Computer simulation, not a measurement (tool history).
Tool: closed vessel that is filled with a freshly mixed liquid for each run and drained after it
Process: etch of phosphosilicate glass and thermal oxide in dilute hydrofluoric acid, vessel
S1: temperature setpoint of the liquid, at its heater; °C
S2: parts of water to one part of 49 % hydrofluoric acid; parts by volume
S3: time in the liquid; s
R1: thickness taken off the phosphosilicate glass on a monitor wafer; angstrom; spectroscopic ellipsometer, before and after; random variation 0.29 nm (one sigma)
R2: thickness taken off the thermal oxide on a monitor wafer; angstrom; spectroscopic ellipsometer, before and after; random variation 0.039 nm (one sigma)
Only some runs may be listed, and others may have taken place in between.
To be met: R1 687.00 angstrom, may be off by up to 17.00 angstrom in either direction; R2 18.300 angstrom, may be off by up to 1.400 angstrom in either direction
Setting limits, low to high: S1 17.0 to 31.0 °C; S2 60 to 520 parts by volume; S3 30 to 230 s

run 1 hour=0.0 | S1=23.0 S2=290 S3=120 | R1=544.94 R2=14.501
run 2 hour=8.8 | S1=21.5 S2=290 S3=120 | R1=519.30 R2=14.196
run 3 hour=16.9 | S1=23.0 S2=285 S3=120 | R1=557.60 R2=14.697
run 4 hour=18.5 | S1=23.0 S2=285 S3=155 | R1=721.23 R2=19.185
run 5 hour=19.1 | S1=23.0 S2=210 S3=155 | R1=1061.90 R2=28.875
run 6 hour=26.8 | S1=22.0 S2=225 S3=155 | R1=936.32 R2=23.957
run 7 hour=31.3 | S1=21.5 S2=235 S3=155 | R1=873.68 R2=22.788
run 8 hour=39.2 | S1=20.5 S2=240 S3=155 | R1=820.98 R2=21.206
run 9 hour=40.9 | S1=20.0 S2=245 S3=155 | R1=784.02 R2=21.113
run 10 hour=49.5 | S1=19.5 S2=245 S3=155 | R1=769.32 R2=20.577
run 11 hour=54.7 | S1=19.0 S2=245 S3=155 | R1=749.76 R2=20.102

Consider the 4 candidate settings below. Which is the only one whose results all fall within their allowed miss of target?
run A hour=59.9 | S1=19.0 S2=270 S3=190 | R1=? R2=?
run B hour=59.9 | S1=22.5 S2=290 S3=155 | R1=? R2=?
run C hour=59.9 | S1=20.0 S2=240 S3=160 | R1=? R2=?
run D hour=59.9 | S1=17.0 S2=230 S3=135 | R1=? R2=?

move=A R1=815.13 R2=22.222
move=B R1=690.79 R2=18.832
move=C R1=824.27 R2=22.471
move=D R1=652.51 R2=17.789
A: lands further from the targets than the last run did
B: all results land within tolerance of their targets
C: lands further from the targets than the last run did
D: pushes the last run's worst result past its target
Move B is the one to make.
